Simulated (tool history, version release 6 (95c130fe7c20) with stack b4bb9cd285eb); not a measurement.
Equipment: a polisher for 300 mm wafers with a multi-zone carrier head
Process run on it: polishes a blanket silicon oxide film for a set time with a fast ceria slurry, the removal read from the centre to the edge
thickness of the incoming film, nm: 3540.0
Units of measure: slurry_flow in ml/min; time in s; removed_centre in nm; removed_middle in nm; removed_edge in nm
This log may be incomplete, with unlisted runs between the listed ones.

run,hour,slurry_flow,centre_zone,middle_zone,edge_zone,time,removed_centre,removed_middle,removed_edge
1,0,150,1,1,1,83,969.71,942.64,962.74
2,1.7,150,1,1,1,96,1132,1122.1,1103
3,4.4,150,1,0.93,1,96,1112.3,1044.7,1102.6
4,9.3,145,1.03,0.92,0.96,88,1052.9,961.76,980.32
5,16.8,140,1.05,0.89,0.95,81,961.76,845.17,897.19
6,22.8,140,1.09,0.89,0.95,81,1012.3,835.93,894.27
7,29,135,1.1,0.87,0.93,77,963.22,770.41,832.17
8,35.1,135,1.1,0.87,0.93,77,972.1,789.74,831.3

Run 9 is up next; what results do you expect?
9,39.8,130,1.1,0.86,0.92,74,?,?,?

{"run 9": {"removed_centre": 909.91, "removed_middle": 738.6, "removed_edge": 793.21}}
